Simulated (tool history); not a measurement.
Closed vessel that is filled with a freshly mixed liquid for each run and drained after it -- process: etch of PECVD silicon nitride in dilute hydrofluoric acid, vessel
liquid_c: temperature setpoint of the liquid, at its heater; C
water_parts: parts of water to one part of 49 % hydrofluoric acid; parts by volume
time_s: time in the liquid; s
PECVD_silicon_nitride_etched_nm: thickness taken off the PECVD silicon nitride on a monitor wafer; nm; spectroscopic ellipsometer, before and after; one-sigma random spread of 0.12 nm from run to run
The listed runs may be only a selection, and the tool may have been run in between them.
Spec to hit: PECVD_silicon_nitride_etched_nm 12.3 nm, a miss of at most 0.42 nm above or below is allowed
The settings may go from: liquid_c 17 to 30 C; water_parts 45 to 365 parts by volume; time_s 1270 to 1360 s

run	hour	liquid_c	water_parts	time_s	PECVD_silicon_nitride_etched_nm
1	0	22	205	1270	20.163
2	8.6	22	260	1270	16.071
3	14.9	22	260	1360	17.155
4	22.6	22	260	1270	15.901
# hour 30.9: hydrofluoric acid flow meter replaced
5	30.9	21	260	1270	16.297
6	38.2	21	275	1270	15.454
7	44.7	21	290	1270	14.72
8	50.3	20.5	300	1270	13.535

Pick the move, out of 4, that brings all results within their allowed miss; only one does.
A	55.9	21	330	1315	?
B	55.9	19.5	270	1360	?
C	55.9	19	310	1280	?
D	55.9	21	320	1270	?

move	PECVD_silicon_nitride_etched_nm
A	13.291
B	15.18
C	12.113
D	13.226
A: closer than the last run, but not yet in spec
B: misses by more than the last run did
C: hits every target within its allowed miss
D: closer than the last run, but not yet in spec
So the answer is move C, the one that meets all the targets.
